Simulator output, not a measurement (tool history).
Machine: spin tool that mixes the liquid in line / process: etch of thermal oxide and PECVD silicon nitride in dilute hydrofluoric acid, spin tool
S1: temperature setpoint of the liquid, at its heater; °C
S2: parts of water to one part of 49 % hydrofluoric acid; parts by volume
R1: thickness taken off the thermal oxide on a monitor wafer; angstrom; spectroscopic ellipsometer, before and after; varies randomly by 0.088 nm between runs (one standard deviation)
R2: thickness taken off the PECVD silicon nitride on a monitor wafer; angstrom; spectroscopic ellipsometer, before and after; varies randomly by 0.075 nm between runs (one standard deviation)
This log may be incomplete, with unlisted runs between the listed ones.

Run 1, hour 0.0: S1 25.0 °C, S2 165 parts by volume, time under the liquid (s) 180. Result: R1 50.859 angstrom, R2 27.228 angstrom.
Run 2, hour 6.1: S1 22.5 °C, S2 165 parts by volume, time under the liquid (s) 180. Result: R1 45.770 angstrom, R2 23.291 angstrom.
Run 3, hour 10.7: S1 26.0 °C, S2 165 parts by volume, time under the liquid (s) 180. Result: R1 52.298 angstrom, R2 28.656 angstrom.
Run 4, hour 16.3: S1 26.0 °C, S2 165 parts by volume, time under the liquid (s) 140. Result: R1 40.302 angstrom, R2 22.342 angstrom.
Run 5, hour 17.5: S1 26.0 °C, S2 130 parts by volume, time under the liquid (s) 150. Result: R1 57.496 angstrom, R2 30.487 angstrom.
Run 6, hour 24.8: S1 26.0 °C, S2 105 parts by volume, time under the liquid (s) 150. Result: R1 73.757 angstrom, R2 37.283 angstrom.

What does the tool deliver on the next run?
Run 7, hour 32.1: S1 26.0 °C, S2 85 parts by volume, time under the liquid (s) 145. Result: R1 ?, R2 ?.

Run 7 gave R1 88.883 angstrom, R2 45.352 angstrom.
